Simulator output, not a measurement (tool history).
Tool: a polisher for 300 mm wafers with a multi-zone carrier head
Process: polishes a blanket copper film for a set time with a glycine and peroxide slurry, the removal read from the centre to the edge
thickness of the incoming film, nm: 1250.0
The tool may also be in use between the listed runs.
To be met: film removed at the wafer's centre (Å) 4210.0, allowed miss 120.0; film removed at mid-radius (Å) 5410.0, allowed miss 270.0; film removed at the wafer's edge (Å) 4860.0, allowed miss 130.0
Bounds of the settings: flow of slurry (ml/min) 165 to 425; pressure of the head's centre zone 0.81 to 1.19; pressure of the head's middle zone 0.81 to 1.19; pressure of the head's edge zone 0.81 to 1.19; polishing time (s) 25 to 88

run,hour,flow of slurry (ml/min),pressure of the head's centre zone,pressure of the head's middle zone,pressure of the head's edge zone,polishing time (s),film removed at the wafer's centre (Å),film removed at mid-radius (Å),film removed at the wafer's edge (Å)
1,0.0,275,1.00,1.00,1.00,56,5122.2,5170.9,5193.7
2,7.2,275,1.00,1.00,1.05,56,5149.1,5090.9,5327.9
3,14.3,275,1.00,1.00,1.05,42,3812.2,3745.3,3998.4
4,15.2,275,1.00,1.00,1.11,42,3785.0,3952.2,4163.2
5,19.0,275,1.08,1.00,1.11,42,4096.0,3864.4,4049.8
6,20.3,280,1.07,1.03,1.12,43,4212.5,4048.2,4258.6
7,21.1,325,0.97,1.13,1.02,51,4577.0,5339.7,4806.2
8,28.6,320,0.96,1.13,1.02,51,4481.7,5330.8,4848.7
9,29.6,315,0.95,1.13,1.02,51,4447.9,5299.8,4843.4
10,31.3,315,0.94,1.13,1.02,51,4448.8,5261.9,4817.9
11,36.4,315,0.94,1.13,1.02,51,4406.2,5397.3,4861.4

4 next moves are on the table. One of them brings every result within its allowed miss. Which?
A,41.5,265,0.96,1.11,0.95,53,?,?,?
B,41.5,350,0.94,1.16,0.96,52,?,?,?
C,41.5,250,0.88,1.13,0.98,53,?,?,?
D,41.5,405,1.00,1.09,0.99,50,?,?,?

move,film removed at the wafer's centre (Å),film removed at mid-radius (Å),film removed at the wafer's edge (Å)
A,4609.6,5181.1,4752.2
B,4573.8,5436.6,4788.7
C,4188.5,5224.3,4794.6
D,4740.4,5013.3,4720.8
A: further off than the last run
B: further off than the last run
C: meets every target
D: further off than the last run
Answer: C

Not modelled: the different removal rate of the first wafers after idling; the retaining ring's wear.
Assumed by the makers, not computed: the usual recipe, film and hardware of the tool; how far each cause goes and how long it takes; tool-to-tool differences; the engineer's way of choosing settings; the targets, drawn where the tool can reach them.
